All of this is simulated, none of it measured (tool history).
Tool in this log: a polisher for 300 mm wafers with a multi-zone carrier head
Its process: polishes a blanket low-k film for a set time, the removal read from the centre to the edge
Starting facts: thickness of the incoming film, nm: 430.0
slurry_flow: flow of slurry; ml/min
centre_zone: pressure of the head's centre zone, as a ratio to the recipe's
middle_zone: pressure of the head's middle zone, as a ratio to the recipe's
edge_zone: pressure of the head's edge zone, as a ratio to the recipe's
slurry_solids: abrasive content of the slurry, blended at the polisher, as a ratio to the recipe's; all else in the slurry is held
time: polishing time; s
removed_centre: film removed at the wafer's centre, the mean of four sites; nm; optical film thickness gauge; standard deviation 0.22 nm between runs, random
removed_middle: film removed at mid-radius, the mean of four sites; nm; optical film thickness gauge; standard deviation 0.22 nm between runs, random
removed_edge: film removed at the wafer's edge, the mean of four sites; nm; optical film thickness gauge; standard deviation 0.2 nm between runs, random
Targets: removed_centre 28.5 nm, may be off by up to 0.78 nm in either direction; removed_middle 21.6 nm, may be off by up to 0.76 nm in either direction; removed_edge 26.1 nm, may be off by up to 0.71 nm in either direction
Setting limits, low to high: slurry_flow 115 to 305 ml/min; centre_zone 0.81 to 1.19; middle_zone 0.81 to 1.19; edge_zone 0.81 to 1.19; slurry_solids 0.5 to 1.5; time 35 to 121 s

Run 1, hour 0: slurry_flow 195 ml/min, centre_zone 1, middle_zone 1, edge_zone 1, slurry_solids 1, time 78 s. Result: removed_centre 36.438 nm, removed_middle 35.53 nm, removed_edge 35.692 nm.
Run 2, hour 1.5: slurry_flow 225 ml/min, centre_zone 1, middle_zone 1, edge_zone 1, slurry_solids 1, time 78 s. Result: removed_centre 36.958 nm, removed_middle 37.224 nm, removed_edge 36.059 nm.
Run 3, hour 5.3: slurry_flow 195 ml/min, centre_zone 1.01, middle_zone 0.94, edge_zone 0.97, slurry_solids 0.85, time 78 s. Result: removed_centre 33.654 nm, removed_middle 31.441 nm, removed_edge 32.411 nm.
Run 4, hour 10.7: slurry_flow 175 ml/min, centre_zone 1.03, middle_zone 0.9, edge_zone 0.97, slurry_solids 0.75, time 78 s. Result: removed_centre 31.588 nm, removed_middle 27.171 nm, removed_edge 29.944 nm.
Run 5, hour 15.8: slurry_flow 210 ml/min, centre_zone 1.03, middle_zone 0.9, edge_zone 0.97, slurry_solids 0.75, time 78 s. Result: removed_centre 32.728 nm, removed_middle 28.123 nm, removed_edge 30.117 nm.
Run 6, hour 21.6: slurry_flow 210 ml/min, centre_zone 1.03, middle_zone 0.9, edge_zone 1.02, slurry_solids 0.75, time 78 s. Result: removed_centre 31.909 nm, removed_middle 28.804 nm, removed_edge 31.113 nm.
Run 7, hour 22.3: slurry_flow 185 ml/min, centre_zone 1.03, middle_zone 0.87, edge_zone 0.99, slurry_solids 0.7, time 78 s. Result: removed_centre 30.542 nm, removed_middle 26.195 nm, removed_edge 29.222 nm.
Run 8, hour 29.7: slurry_flow 185 ml/min, centre_zone 1.03, middle_zone 0.87, edge_zone 0.99, slurry_solids 0.7, time 78 s. Result: removed_centre 30.435 nm, removed_middle 25.86 nm, removed_edge 29.155 nm.
Run 9, hour 35.6: slurry_flow 130 ml/min, centre_zone 1.1, middle_zone 0.81, edge_zone 0.99, slurry_solids 0.5, time 78 s. Result: removed_centre 23.771 nm, removed_middle 17.793 nm, removed_edge 21.776 nm.
Run 10, hour 44.2: slurry_flow 160 ml/min, centre_zone 1.1, middle_zone 0.81, edge_zone 1.01, slurry_solids 0.5, time 78 s. Result: removed_centre 24.945 nm, removed_middle 18.735 nm, removed_edge 22.529 nm.
Run 11, hour 50.5: slurry_flow 180 ml/min, centre_zone 1.1, middle_zone 0.81, edge_zone 1.05, slurry_solids 0.55, time 78 s. Result: removed_centre 27.082 nm, removed_middle 20.652 nm, removed_edge 25.263 nm.

5 candidate next runs follow, results not yet known. Just one meets every target within its allowed miss. Identify it.
Run A, hour 56.8: slurry_flow 170 ml/min, centre_zone 1.11, middle_zone 0.83, edge_zone 1.05, slurry_solids 0.6, time 72 s. Result: removed_centre ?, removed_middle ?, removed_edge ?.
Run B, hour 56.8: slurry_flow 210 ml/min, centre_zone 1.19, middle_zone 0.83, edge_zone 0.97, slurry_solids 0.5, time 85 s. Result: removed_centre ?, removed_middle ?, removed_edge ?.
Run C, hour 56.8: slurry_flow 165 ml/min, centre_zone 1.1, middle_zone 0.81, edge_zone 1.01, slurry_solids 0.5, time 90 s. Result: removed_centre ?, removed_middle ?, removed_edge ?.
Run D, hour 56.8: slurry_flow 185 ml/min, centre_zone 1, middle_zone 0.82, edge_zone 1.09, slurry_solids 0.55, time 85 s. Result: removed_centre ?, removed_middle ?, removed_edge ?.
Run E, hour 56.8: slurry_flow 195 ml/min, centre_zone 1.02, middle_zone 0.84, edge_zone 1.03, slurry_solids 0.55, time 83 s. Result: removed_centre ?, removed_middle ?, removed_edge ?.

move  removed_centre  removed_middle  removed_edge
   A          27.011          20.284          24.8
   B          31.113          21.682        25.278
   C          29.048          21.602        26.481
   D          27.439          22.634        28.347
   E          27.608           22.74        27.079
A: lands further from the targets than the last run did
B: moves the result that the last run missed by most past its target, out the other side
C: every result within its allowed miss
D: lands further from the targets than the last run did
E: nearer the targets than the last run, but a result is still out of spec
Go with C: it meets all targets.
